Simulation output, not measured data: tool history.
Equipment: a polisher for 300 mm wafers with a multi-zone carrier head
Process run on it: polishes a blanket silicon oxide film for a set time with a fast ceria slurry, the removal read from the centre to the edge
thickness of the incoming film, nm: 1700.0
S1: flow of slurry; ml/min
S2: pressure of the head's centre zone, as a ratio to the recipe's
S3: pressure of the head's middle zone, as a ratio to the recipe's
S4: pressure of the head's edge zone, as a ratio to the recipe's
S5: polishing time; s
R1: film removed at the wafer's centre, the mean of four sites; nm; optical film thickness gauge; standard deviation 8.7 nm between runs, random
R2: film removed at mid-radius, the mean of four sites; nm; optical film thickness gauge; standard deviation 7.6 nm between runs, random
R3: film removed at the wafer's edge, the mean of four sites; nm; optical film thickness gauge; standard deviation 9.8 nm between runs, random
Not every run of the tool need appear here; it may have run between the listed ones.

run,hour,S1,S2,S3,S4,S5,R1,R2,R3
1,0.0,180,1.00,1.00,1.00,43,571.74,616.69,579.34
2,5.5,180,1.00,1.05,1.00,43,563.25,633.36,580.53
3,12.1,180,1.03,1.05,1.00,43,590.98,629.93,564.89
4,19.8,190,1.04,1.04,1.02,45,614.91,664.82,616.65
5,25.5,190,1.04,1.11,1.02,45,632.92,697.15,620.05
6,31.2,220,1.04,1.11,1.02,45,634.31,721.11,622.51
7,31.9,215,1.06,1.10,1.04,46,656.19,705.03,637.80
8,32.9,215,1.08,1.11,1.05,47,685.92,735.28,676.40

Expected results for the next run?
9,36.5,215,1.10,1.11,1.05,47,?,?,?

Run 9 measured R1 704.66 nm, R2 739.97 nm, R3 663.50 nm.

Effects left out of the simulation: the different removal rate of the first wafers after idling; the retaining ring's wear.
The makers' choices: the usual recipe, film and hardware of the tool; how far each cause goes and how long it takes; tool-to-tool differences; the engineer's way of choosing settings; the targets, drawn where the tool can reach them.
